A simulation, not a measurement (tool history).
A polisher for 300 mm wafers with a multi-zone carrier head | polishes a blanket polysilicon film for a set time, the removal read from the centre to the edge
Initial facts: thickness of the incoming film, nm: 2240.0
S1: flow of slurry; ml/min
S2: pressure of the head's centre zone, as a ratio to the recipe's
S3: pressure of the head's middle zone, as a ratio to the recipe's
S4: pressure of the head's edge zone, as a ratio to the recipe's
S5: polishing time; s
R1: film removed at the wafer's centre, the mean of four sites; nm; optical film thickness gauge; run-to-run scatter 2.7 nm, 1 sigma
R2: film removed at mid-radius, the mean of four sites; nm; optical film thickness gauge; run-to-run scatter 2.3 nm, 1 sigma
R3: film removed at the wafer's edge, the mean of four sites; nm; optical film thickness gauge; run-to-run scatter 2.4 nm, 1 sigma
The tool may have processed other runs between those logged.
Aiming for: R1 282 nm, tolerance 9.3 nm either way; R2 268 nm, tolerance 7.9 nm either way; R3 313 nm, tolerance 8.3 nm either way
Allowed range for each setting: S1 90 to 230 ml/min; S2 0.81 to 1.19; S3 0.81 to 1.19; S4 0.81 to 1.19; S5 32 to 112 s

run 1 hour=0 | S1=150 S2=1 S3=1 S4=1 S5=72 | R1=406.94 R2=394.95 R3=406.32
run 2 hour=7.7 | S1=150 S2=0.97 S3=1 S4=1 S5=72 | R1=393.64 R2=396.21 R3=408.42
run 3 hour=15.9 | S1=150 S2=0.97 S3=1 S4=1 S5=80 | R1=435.72 R2=449.26 R3=451.47
run 4 hour=21.5 | S1=140 S2=0.95 S3=0.96 S4=0.97 S5=74 | R1=387.4 R2=400.23 R3=408.15
run 5 hour=28.2 | S1=140 S2=0.95 S3=1.01 S4=0.97 S5=74 | R1=388.42 R2=406.98 R3=406.19
run 6 hour=35.9 | S1=130 S2=0.95 S3=0.97 S4=0.98 S5=69 | R1=350.84 R2=356.41 R3=379.09
run 7 hour=39.9 | S1=120 S2=0.95 S3=0.94 S4=0.96 S5=66 | R1=337.33 R2=332.17 R3=349.83
run 8 hour=45.6 | S1=120 S2=0.95 S3=0.94 S4=0.96 S5=66 | R1=331.39 R2=323.85 R3=351.52
run 9 hour=51.4 | S1=115 S2=0.94 S3=0.91 S4=0.95 S5=65 | R1=317.23 R2=312.4 R3=337.44
run 10 hour=59.7 | S1=95 S2=0.92 S3=0.81 S4=1.01 S5=60 | R1=266.85 R2=246.52 R3=315.01
run 11 hour=66.8 | S1=100 S2=0.92 S3=0.82 S4=1 S5=60 | R1=269.64 R2=251.13 R3=313.7
run 12 hour=71.9 | S1=125 S2=0.93 S3=0.87 S4=0.97 S5=60 | R1=299.95 R2=285 R3=325.22
run 13 hour=74.9 | S1=125 S2=0.93 S3=0.87 S4=0.97 S5=60 | R1=299.63 R2=287.39 R3=321.34
run 14 hour=82.7 | S1=125 S2=0.93 S3=0.87 S4=0.97 S5=60 | R1=299.56 R2=279.7 R3=319.1
run 15 hour=91.2 | S1=120 S2=0.93 S3=0.87 S4=0.97 S5=60 | R1=297.28 R2=282.15 R3=323.2
run 16 hour=92.9 | S1=120 S2=0.93 S3=0.87 S4=0.97 S5=60 | R1=291.17 R2=285.41 R3=325.91
run 17 hour=93.9 | S1=95 S2=0.94 S3=0.83 S4=0.94 S5=59 | R1=263.73 R2=251.09 R3=295.91
run 18 hour=99.7 | S1=100 S2=0.93 S3=0.83 S4=0.95 S5=59 | R1=269.96 R2=252.72 R3=305
run 19 hour=108.2 | S1=105 S2=0.93 S3=0.83 S4=0.95 S5=59 | R1=274.76 R2=258.48 R3=304.64
run 20 hour=111.4 | S1=110 S2=0.93 S3=0.83 S4=0.95 S5=59 | R1=278.18 R2=260.26 R3=304.21

Below are 4 possible settings for the next run. Only one of them brings all results inside the allowed miss of their targets. Which is it?
run A hour=114.6 | S1=135 S2=0.93 S3=0.88 S4=0.87 S5=53 | R1=? R2=? R3=?
run B hour=114.6 | S1=160 S2=0.9 S3=0.84 S4=0.98 S5=55 | R1=? R2=? R3=?
run C hour=114.6 | S1=110 S2=0.96 S3=0.83 S4=0.99 S5=58 | R1=? R2=? R3=?
run D hour=114.6 | S1=105 S2=1.02 S3=0.81 S4=1.07 S5=58 | R1=? R2=? R3=?

move=A R1=265.36 R2=258.44 R3=281.73
move=B R1=277.61 R2=267.78 R3=314.49
move=C R1=281.47 R2=254.97 R3=312.1
move=D R1=294.2 R2=246.23 R3=319.14
A: misses by more than the last run did
B: every result lands within tolerance
C: brings the result that was furthest off to its target, and leaves another outside
D: brings the result that was furthest off to its target, and leaves another outside
B meets every target.
